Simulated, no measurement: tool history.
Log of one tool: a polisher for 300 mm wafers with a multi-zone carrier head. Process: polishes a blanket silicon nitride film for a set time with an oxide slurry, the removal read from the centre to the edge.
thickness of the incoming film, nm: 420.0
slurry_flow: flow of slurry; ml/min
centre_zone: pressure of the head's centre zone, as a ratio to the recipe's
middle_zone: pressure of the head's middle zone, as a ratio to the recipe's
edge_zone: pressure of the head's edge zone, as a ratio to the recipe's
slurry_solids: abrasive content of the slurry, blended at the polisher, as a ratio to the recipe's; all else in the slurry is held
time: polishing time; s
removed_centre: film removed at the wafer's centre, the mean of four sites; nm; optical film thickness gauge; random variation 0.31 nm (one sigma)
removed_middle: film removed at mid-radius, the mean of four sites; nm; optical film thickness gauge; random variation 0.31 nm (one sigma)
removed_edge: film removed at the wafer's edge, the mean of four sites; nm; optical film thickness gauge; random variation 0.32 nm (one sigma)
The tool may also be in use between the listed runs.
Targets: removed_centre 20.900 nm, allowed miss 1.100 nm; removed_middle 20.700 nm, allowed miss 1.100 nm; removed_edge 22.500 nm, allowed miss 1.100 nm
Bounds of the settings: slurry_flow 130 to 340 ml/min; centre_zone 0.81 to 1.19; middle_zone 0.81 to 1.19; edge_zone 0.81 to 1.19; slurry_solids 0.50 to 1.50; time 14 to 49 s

Run 1, hour 0.0: slurry_flow 220 ml/min, centre_zone 1.00, middle_zone 1.00, edge_zone 1.00, slurry_solids 1.00, time 31 s. Result: removed_centre 16.311 nm, removed_middle 17.188 nm, removed_edge 17.169 nm.
Run 2, hour 2.4: slurry_flow 220 ml/min, centre_zone 0.92, middle_zone 1.00, edge_zone 1.00, slurry_solids 1.00, time 31 s. Result: removed_centre 15.466 nm, removed_middle 16.996 nm, removed_edge 17.527 nm.
Run 3, hour 6.4: slurry_flow 220 ml/min, centre_zone 0.84, middle_zone 1.00, edge_zone 1.00, slurry_solids 1.00, time 31 s. Result: removed_centre 13.945 nm, removed_middle 16.857 nm, removed_edge 17.122 nm.
Run 4, hour 12.6: slurry_flow 220 ml/min, centre_zone 0.87, middle_zone 0.99, edge_zone 1.01, slurry_solids 1.10, time 31 s. Result: removed_centre 15.556 nm, removed_middle 17.220 nm, removed_edge 17.773 nm.
Run 5, hour 17.1: slurry_flow 220 ml/min, centre_zone 0.87, middle_zone 0.99, edge_zone 1.03, slurry_solids 1.15, time 32 s. Result: removed_centre 16.218 nm, removed_middle 19.081 nm, removed_edge 19.378 nm.
Run 6, hour 24.4: slurry_flow 220 ml/min, centre_zone 0.87, middle_zone 0.99, edge_zone 1.03, slurry_solids 1.15, time 38 s. Result: removed_centre 18.973 nm, removed_middle 22.144 nm, removed_edge 22.081 nm.
Run 7, hour 26.7: slurry_flow 220 ml/min, centre_zone 0.87, middle_zone 0.99, edge_zone 1.03, slurry_solids 1.15, time 38 s. Result: removed_centre 18.961 nm, removed_middle 21.941 nm, removed_edge 22.330 nm.
Run 8, hour 35.5: slurry_flow 220 ml/min, centre_zone 0.89, middle_zone 0.97, edge_zone 1.03, slurry_solids 1.15, time 38 s. Result: removed_centre 19.747 nm, removed_middle 21.455 nm, removed_edge 22.707 nm.

4 next moves are on the table. One of them brings every result within its allowed miss. Which?
Run A, hour 44.3: slurry_flow 225 ml/min, centre_zone 0.93, middle_zone 0.92, edge_zone 0.98, slurry_solids 1.10, time 39 s. Result: removed_centre ?, removed_middle ?, removed_edge ?.
Run B, hour 44.3: slurry_flow 210 ml/min, centre_zone 0.87, middle_zone 1.06, edge_zone 1.00, slurry_solids 1.30, time 38 s. Result: removed_centre ?, removed_middle ?, removed_edge ?.
Run C, hour 44.3: slurry_flow 210 ml/min, centre_zone 0.81, middle_zone 0.97, edge_zone 1.16, slurry_solids 1.10, time 37 s. Result: removed_centre ?, removed_middle ?, removed_edge ?.
Run D, hour 44.3: slurry_flow 205 ml/min, centre_zone 0.87, middle_zone 1.00, edge_zone 1.07, slurry_solids 1.10, time 37 s. Result: removed_centre ?, removed_middle ?, removed_edge ?.

move  removed_centre  removed_middle  removed_edge
   A          20.602          20.627        22.230
   B          20.037          23.944        23.134
   C          17.189          20.260        22.755
   D          18.193          20.708        21.771
A: meets every target
B: brings the result that was furthest off to its target, and leaves another outside
C: further off than the last run
D: further off than the last run
The right move is A.
